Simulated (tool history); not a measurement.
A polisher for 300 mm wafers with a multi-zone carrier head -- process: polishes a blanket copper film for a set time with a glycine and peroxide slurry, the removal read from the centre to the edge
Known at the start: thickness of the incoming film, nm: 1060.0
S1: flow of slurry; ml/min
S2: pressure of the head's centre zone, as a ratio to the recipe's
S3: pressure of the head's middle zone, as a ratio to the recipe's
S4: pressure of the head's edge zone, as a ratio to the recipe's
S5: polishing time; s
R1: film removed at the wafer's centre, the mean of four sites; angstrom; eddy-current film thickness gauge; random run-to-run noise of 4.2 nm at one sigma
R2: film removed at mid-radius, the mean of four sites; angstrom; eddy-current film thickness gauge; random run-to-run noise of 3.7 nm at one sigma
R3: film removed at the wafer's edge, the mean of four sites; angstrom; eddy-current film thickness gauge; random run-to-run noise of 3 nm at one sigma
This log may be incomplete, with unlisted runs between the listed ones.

Run 1, hour 0: S1 315 ml/min, S2 1, S3 1, S4 1, S5 76 s. Result: R1 4670.8 angstrom, R2 4434.9 angstrom, R3 4496.1 angstrom.
Run 2, hour 2.1: S1 315 ml/min, S2 0.92, S3 1, S4 1, S5 76 s. Result: R1 4172.7 angstrom, R2 4440 angstrom, R3 4452.7 angstrom.
Run 3, hour 10.3: S1 315 ml/min, S2 0.93, S3 1, S4 0.98, S5 72 s. Result: R1 4027.4 angstrom, R2 4265.6 angstrom, R3 4228 angstrom.
Run 4, hour 11.8: S1 315 ml/min, S2 0.94, S3 1, S4 0.97, S5 69 s. Result: R1 3856.8 angstrom, R2 3998 angstrom, R3 3992 angstrom.
Run 5, hour 15.6: S1 355 ml/min, S2 0.94, S3 1, S4 0.97, S5 69 s. Result: R1 3902.4 angstrom, R2 4077.8 angstrom, R3 3975 angstrom.
Run 6, hour 24.2: S1 360 ml/min, S2 0.95, S3 1, S4 0.95, S5 67 s. Result: R1 3892.1 angstrom, R2 4057.6 angstrom, R3 3864.6 angstrom.
Run 7, hour 29.8: S1 365 ml/min, S2 0.95, S3 0.99, S4 0.94, S5 65 s. Result: R1 3845.4 angstrom, R2 3758.7 angstrom, R3 3755.3 angstrom.
Run 8, hour 37.3: S1 370 ml/min, S2 0.95, S3 0.99, S4 0.93, S5 63 s. Result: R1 3636.6 angstrom, R2 3784.5 angstrom, R3 3597.9 angstrom.
Run 9, hour 43.7: S1 375 ml/min, S2 0.95, S3 0.98, S4 0.92, S5 62 s. Result: R1 3689.4 angstrom, R2 3552.7 angstrom, R3 3552.6 angstrom.
Run 10, hour 52.5: S1 380 ml/min, S2 0.95, S3 0.98, S4 0.91, S5 61 s. Result: R1 3485 angstrom, R2 3548.8 angstrom, R3 3482.8 angstrom.
Run 11, hour 58.6: S1 355 ml/min, S2 1.04, S3 0.96, S4 0.81, S5 51 s. Result: R1 3218.9 angstrom, R2 2905.4 angstrom, R3 2783.3 angstrom.
Run 12, hour 62.7: S1 355 ml/min, S2 1.04, S3 0.97, S4 0.82, S5 51 s. Result: R1 3177.1 angstrom, R2 2942.4 angstrom, R3 2733.6 angstrom.

Expected results for the next run?
Run 13, hour 68: S1 355 ml/min, S2 1.03, S3 0.97, S4 0.83, S5 51 s. Result: R1 ?, R2 ?, R3 ?.

Run 13 came out at R1 3190.6 angstrom, R2 2888 angstrom, R3 2785.9 angstrom.
